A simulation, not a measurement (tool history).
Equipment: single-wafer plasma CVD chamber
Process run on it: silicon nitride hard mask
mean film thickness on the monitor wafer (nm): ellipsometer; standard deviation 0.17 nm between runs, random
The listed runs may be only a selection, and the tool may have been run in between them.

run,day,heater temperature setpoint (K),chamber pressure (Pa),RF power (W),deposition time (s),mean film thickness on the monitor wafer (nm)
1,0.000,683.15,188,360,36.8,43.995
2,0.288,683.15,180,350,36.8,42.600
3,0.621,683.15,164,350,36.8,41.329
4,0.767,683.15,164,325,36.8,39.270
5,0.938,691.15,164,325,36.8,39.635
6,0.967,691.15,159,325,36.8,39.041

Predict the results of run 7:
7,1.217,691.15,155,325,36.8,?

{"run 7": {"mean film thickness on the monitor wafer (nm)": 38.923}}

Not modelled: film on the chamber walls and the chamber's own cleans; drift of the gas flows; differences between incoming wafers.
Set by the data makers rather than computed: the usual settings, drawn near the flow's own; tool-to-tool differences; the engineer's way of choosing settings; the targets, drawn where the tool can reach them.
